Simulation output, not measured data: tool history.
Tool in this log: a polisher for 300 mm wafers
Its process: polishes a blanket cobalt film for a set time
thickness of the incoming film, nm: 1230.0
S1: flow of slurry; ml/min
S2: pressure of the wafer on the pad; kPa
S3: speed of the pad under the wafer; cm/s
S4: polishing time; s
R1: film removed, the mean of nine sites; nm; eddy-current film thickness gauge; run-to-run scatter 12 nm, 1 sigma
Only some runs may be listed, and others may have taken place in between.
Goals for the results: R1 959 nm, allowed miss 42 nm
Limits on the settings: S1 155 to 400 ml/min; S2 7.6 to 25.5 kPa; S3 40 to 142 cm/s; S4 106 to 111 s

run  hour   S1    S2  S3   S4      R1
  1     0  255  16.5  90  106  520.74
  2   2.5  255  17.9  90  106  571.97
  3   3.6  255  18.6  90  106  582.48
  4   9.4  255  16.5  90  106   518.1
  5  14.3  255  17.9  90  106  560.73
  6  16.1  300  17.9  90  106  577.07
  7  17.8  300  18.6  90  106  591.34
  8  21.6  300  19.3  92  106   630.2
     27.8  -- worn pad replaced by a new one
  9  27.8  300    20  92  106  677.08
 10    34  300  20.7  92  106  704.39
 11  37.8  300  21.4  92  106  732.63
 12  40.1  300  22.1  92  106  756.43
 13  47.3  300  22.8  92  106  762.26
 14  49.4  310  24.1  96  106  868.96

Of the 5 settings listed for the next run, only one would bring every result within its allowed miss of target. Which one?
  A  51.5  230  24.1   90  111   ?
  B  51.5  400  24.8   84  111   ?
  C  51.5  250  23.4  122  111   ?
  D  51.5  365  22.8  106  111   ?
  E  51.5  340  22.8   88  106   ?

move      R1
   A  837.72
   B  853.61
   C  1072.2
   D   951.7
   E  769.55
A: misses by more than the last run did
B: misses by more than the last run did
C: carries the result that was furthest off beyond its target, to the other side
D: every result within its allowed miss
E: misses by more than the last run did
Move D is the one to make.
